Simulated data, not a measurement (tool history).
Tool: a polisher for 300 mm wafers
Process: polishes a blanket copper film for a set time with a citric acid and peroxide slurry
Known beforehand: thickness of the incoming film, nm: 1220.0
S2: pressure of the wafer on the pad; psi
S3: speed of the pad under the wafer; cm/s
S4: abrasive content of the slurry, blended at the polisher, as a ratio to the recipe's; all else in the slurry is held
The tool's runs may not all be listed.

Run 1, hour 0: flow of slurry (ml/min) 310, S2 2.4 psi, S3 118 cm/s, S4 1, polishing time (s) 23. Result: film removed (Å) 438.91.
Run 2, hour 1: flow of slurry (ml/min) 310, S2 2.2 psi, S3 114 cm/s, S4 1, polishing time (s) 23. Result: film removed (Å) 398.45.
Run 3, hour 3.6: flow of slurry (ml/min) 310, S2 2.2 psi, S3 92 cm/s, S4 1, polishing time (s) 23. Result: film removed (Å) 330.78.
Run 4, hour 5: flow of slurry (ml/min) 310, S2 2.2 psi, S3 92 cm/s, S4 1, polishing time (s) 23. Result: film removed (Å) 328.12.
Run 5, hour 9: flow of slurry (ml/min) 250, S2 2.2 psi, S3 92 cm/s, S4 1, polishing time (s) 23. Result: film removed (Å) 322.44.
Run 6, hour 12.8: flow of slurry (ml/min) 250, S2 2.2 psi, S3 66 cm/s, S4 1, polishing time (s) 23. Result: film removed (Å) 229.92.

For run 7, what comes out?
Run 7, hour 15.8: flow of slurry (ml/min) 245, S2 2.2 psi, S3 66 cm/s, S4 1, polishing time (s) 23. Result: film removed (Å) ?.

Run 7 yielded film removed (Å) 235.13.
